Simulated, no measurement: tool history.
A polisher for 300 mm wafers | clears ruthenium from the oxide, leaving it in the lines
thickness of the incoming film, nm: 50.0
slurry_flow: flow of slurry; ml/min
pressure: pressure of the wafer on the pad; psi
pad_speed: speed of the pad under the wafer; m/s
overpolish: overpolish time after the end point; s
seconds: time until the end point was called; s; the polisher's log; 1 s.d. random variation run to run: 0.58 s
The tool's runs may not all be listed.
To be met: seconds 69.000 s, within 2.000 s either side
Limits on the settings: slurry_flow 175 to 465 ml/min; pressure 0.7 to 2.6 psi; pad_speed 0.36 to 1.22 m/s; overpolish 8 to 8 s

Run 1, day 0.000: slurry_flow 295 ml/min, pressure 1.6 psi, pad_speed 0.78 m/s, overpolish 8 s. Result: seconds 91.552 s.
Run 2, day 0.308: slurry_flow 295 ml/min, pressure 1.2 psi, pad_speed 0.78 m/s, overpolish 8 s. Result: seconds 106.080 s.
Run 3, day 0.488: slurry_flow 265 ml/min, pressure 1.2 psi, pad_speed 0.78 m/s, overpolish 8 s. Result: seconds 106.730 s.
Run 4, day 0.712: slurry_flow 225 ml/min, pressure 1.2 psi, pad_speed 0.78 m/s, overpolish 8 s. Result: seconds 109.080 s.
Run 5, day 0.742: slurry_flow 225 ml/min, pressure 0.8 psi, pad_speed 0.78 m/s, overpolish 8 s. Result: seconds 129.860 s.
Run 6, day 0.792: slurry_flow 225 ml/min, pressure 0.7 psi, pad_speed 0.78 m/s, overpolish 8 s. Result: seconds 139.810 s.
Run 7, day 1.142: slurry_flow 225 ml/min, pressure 0.9 psi, pad_speed 0.78 m/s, overpolish 8 s. Result: seconds 126.070 s.
Run 8, day 1.350: slurry_flow 225 ml/min, pressure 1.0 psi, pad_speed 0.78 m/s, overpolish 8 s. Result: seconds 119.540 s.
Run 9, day 1.662: slurry_flow 225 ml/min, pressure 1.1 psi, pad_speed 0.78 m/s, overpolish 8 s. Result: seconds 114.640 s.
Run 10, day 1.942: slurry_flow 225 ml/min, pressure 1.2 psi, pad_speed 0.78 m/s, overpolish 8 s. Result: seconds 108.680 s.
Run 11, day 2.188: slurry_flow 225 ml/min, pressure 1.3 psi, pad_speed 0.78 m/s, overpolish 8 s. Result: seconds 105.990 s.
Run 12, day 2.500: slurry_flow 235 ml/min, pressure 1.4 psi, pad_speed 0.78 m/s, overpolish 8 s. Result: seconds 101.170 s.
Run 13, day 2.642: slurry_flow 235 ml/min, pressure 1.9 psi, pad_speed 0.80 m/s, overpolish 8 s. Result: seconds 81.582 s.
Run 14, day 2.821: slurry_flow 240 ml/min, pressure 1.9 psi, pad_speed 0.80 m/s, overpolish 8 s. Result: seconds 80.624 s.
Run 15, day 3.083: slurry_flow 245 ml/min, pressure 1.9 psi, pad_speed 0.80 m/s, overpolish 8 s. Result: seconds 79.940 s.
Run 16, day 3.400: slurry_flow 250 ml/min, pressure 1.9 psi, pad_speed 0.80 m/s, overpolish 8 s. Result: seconds 80.682 s.
Run 17, day 3.750: slurry_flow 255 ml/min, pressure 1.9 psi, pad_speed 0.80 m/s, overpolish 8 s. Result: seconds 80.405 s.
Run 18, day 3.846: slurry_flow 260 ml/min, pressure 1.9 psi, pad_speed 0.80 m/s, overpolish 8 s. Result: seconds 81.220 s.
Run 19, day 4.088: slurry_flow 260 ml/min, pressure 2.1 psi, pad_speed 0.80 m/s, overpolish 8 s. Result: seconds 74.358 s.

Which one of the following 5 next-run settings gets every result inside its allowed miss? There is exactly one.
Run A, day 4.329: slurry_flow 260 ml/min, pressure 2.3 psi, pad_speed 0.82 m/s, overpolish 8 s. Result: seconds ?.
Run B, day 4.329: slurry_flow 305 ml/min, pressure 2.1 psi, pad_speed 0.94 m/s, overpolish 8 s. Result: seconds ?.
Run C, day 4.329: slurry_flow 280 ml/min, pressure 2.2 psi, pad_speed 0.90 m/s, overpolish 8 s. Result: seconds ?.
Run D, day 4.329: slurry_flow 275 ml/min, pressure 2.1 psi, pad_speed 0.92 m/s, overpolish 8 s. Result: seconds ?.
Run E, day 4.329: slurry_flow 270 ml/min, pressure 2.0 psi, pad_speed 0.96 m/s, overpolish 8 s. Result: seconds ?.

move  seconds
   A   69.543
   B   63.821
   C   65.022
   D   65.761
   E   65.255
A: in spec on every target
B: moves the result that the last run missed by most past its target, out the other side
C: moves the result that the last run missed by most past its target, out the other side
D: moves the result that the last run missed by most past its target, out the other side
E: moves the result that the last run missed by most past its target, out the other side
Answer: A
